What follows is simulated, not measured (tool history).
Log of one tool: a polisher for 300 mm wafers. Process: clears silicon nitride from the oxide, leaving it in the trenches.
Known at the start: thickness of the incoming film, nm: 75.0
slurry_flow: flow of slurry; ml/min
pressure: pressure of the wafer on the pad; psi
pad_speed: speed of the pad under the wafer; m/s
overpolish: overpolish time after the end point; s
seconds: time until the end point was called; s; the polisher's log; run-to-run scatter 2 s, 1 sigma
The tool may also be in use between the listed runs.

run	hour	slurry_flow	pressure	pad_speed	overpolish	seconds
1	0.0	140	2.8	1.04	23	60.761
2	5.2	115	2.8	1.04	23	63.993
3	7.7	115	2.8	1.04	24	63.010
4	8.7	115	2.6	1.02	24	68.356
5	16.9	95	2.6	1.02	24	72.470
6	24.8	95	2.4	1.00	24	78.723

Run 7, settings as shown, results not yet in. Your forecast:
7	25.6	95	2.3	0.98	24	?

seconds: 81.416 s
